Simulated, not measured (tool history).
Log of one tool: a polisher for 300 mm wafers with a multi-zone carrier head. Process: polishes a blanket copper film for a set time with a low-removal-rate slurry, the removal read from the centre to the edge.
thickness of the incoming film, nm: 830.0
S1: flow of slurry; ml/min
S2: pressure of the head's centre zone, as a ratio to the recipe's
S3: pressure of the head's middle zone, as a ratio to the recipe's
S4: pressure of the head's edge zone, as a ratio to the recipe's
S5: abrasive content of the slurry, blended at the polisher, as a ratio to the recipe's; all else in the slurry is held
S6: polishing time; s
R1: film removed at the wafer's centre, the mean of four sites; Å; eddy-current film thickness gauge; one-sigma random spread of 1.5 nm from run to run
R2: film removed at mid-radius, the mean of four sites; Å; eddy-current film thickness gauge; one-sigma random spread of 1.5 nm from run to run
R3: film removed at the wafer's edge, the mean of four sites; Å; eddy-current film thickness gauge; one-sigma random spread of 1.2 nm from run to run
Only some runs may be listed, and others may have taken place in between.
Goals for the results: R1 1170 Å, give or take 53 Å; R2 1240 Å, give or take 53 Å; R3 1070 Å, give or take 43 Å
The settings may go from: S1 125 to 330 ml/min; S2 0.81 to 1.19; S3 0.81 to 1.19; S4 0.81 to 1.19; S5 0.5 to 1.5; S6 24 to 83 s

run  hour   S1    S2    S3    S4    S5  S6      R1      R2      R3
  1     0  210     1     1     1     1  53  1659.6  1747.2  1703.4
  2   4.3  210     1  0.96     1     1  53  1674.1  1681.3  1653.1
  3   9.3  210     1  0.96  0.93     1  53  1693.1  1711.5  1606.5
  4  14.3  210  0.99  0.96  0.91  0.95  51  1624.1  1603.6  1562.1
  5  19.2  210  0.99  0.96  0.84  0.95  51  1596.8  1600.9  1500.6
  6  26.7  210  0.99  0.96  0.84   0.8  51  1567.8  1598.6  1462.2
  7  35.6  210  0.99  0.97  0.84  0.75  49  1519.2  1513.7  1388.6
  8    44  210  0.98  0.98  0.84   0.7  47  1411.6  1457.7  1327.6
  9  52.4  210  0.98  0.99  0.84  0.65  46  1352.3  1413.1  1281.4
 10  53.4  210  0.98     1  0.84  0.65  45    1325  1414.5  1273.1
 11  60.4  210  0.99  1.01  0.84  0.65  44  1306.9  1419.1  1227.2
 12  68.6  205  0.99  1.01  0.84  0.65  43  1274.8  1346.1  1201.9

Which one of the following 4 next-run settings gets every result inside its allowed miss? There is exactly one.
  A  76.8  205  1.18  1.05  0.81  0.75  39   ?   ?   ?
  B  76.8  215  1.17  0.89  0.85  0.65  42   ?   ?   ?
  C  76.8  145  1.09  1.08  0.87   0.7  39   ?   ?   ?
  D  76.8  125  0.94     1  0.86   0.6  44   ?   ?   ?

move      R1      R2      R3
   A  1355.5  1260.7    1105
   B  1432.9  1168.4  1201.6
   C  1182.3  1209.3  1082.8
   D    1125  1217.3  1168.7
A: puts the biggest miss on target and leaves a different result outside tolerance
B: further off than the last run
C: all results in spec
D: moves toward the targets from the last run without getting all of them in spec
So the answer is move C, the one that meets all the targets.
